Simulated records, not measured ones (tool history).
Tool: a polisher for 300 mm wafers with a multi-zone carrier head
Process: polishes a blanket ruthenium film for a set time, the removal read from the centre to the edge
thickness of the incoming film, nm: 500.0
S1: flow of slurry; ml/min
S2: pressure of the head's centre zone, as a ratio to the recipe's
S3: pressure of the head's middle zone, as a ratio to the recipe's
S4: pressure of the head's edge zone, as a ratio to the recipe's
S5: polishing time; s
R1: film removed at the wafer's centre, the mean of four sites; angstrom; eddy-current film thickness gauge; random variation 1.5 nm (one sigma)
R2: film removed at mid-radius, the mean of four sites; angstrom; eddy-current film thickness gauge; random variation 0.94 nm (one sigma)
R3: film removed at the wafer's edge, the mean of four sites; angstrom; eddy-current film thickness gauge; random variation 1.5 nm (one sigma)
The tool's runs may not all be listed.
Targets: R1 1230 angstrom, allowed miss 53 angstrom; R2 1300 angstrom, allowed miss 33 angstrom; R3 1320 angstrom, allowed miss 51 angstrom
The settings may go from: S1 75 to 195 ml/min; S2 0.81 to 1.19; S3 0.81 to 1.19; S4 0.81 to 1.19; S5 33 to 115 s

run  hour   S1    S2    S3    S4  S5      R1      R2      R3
  1     0  125     1     1     1  73    1014  1052.6  1017.1
  2     2  125     1     1  0.91  73  1005.6  1061.6  989.56
  3     9  125  1.06     1  0.91  73  1069.9  1059.9  989.75
  4  10.6  135  1.02     1  0.98  77  1099.7  1133.5  1104.9
  5  14.2  135  1.02     1  1.01  77  1084.8  1120.2  1102.5
  6  18.3  150  1.03  1.01  1.04  79  1177.4  1191.8  1138.3
  7  20.8  150  1.01     1  1.06  82    1203  1218.1  1223.8
  8  23.2  155  0.99     1  1.07  83  1193.5  1253.7  1268.9
  9  30.4  160  0.99     1  1.07  83  1201.9  1233.9  1253.9

Which of these 4 next moves meets every target?
  A  37.6  135  0.87  0.95  1.09  100   ?   ?   ?
  B  37.6  180  0.93  0.92     1   90   ?   ?   ?
  C  37.6  140  1.02  0.96  1.09   80   ?   ?   ?
  D  37.6  160  1.01  1.05  1.05   83   ?   ?   ?

move      R1      R2      R3
   A    1230  1426.9  1481.5
   B  1247.3    1317  1321.4
   C  1163.6  1155.7  1190.4
   D    1226  1300.6  1230.3
A: takes the result that was furthest off past its target
B: meets every target
C: further off than the last run
D: brings the result that was furthest off to its target, and leaves another outside
Move B is the one to make.

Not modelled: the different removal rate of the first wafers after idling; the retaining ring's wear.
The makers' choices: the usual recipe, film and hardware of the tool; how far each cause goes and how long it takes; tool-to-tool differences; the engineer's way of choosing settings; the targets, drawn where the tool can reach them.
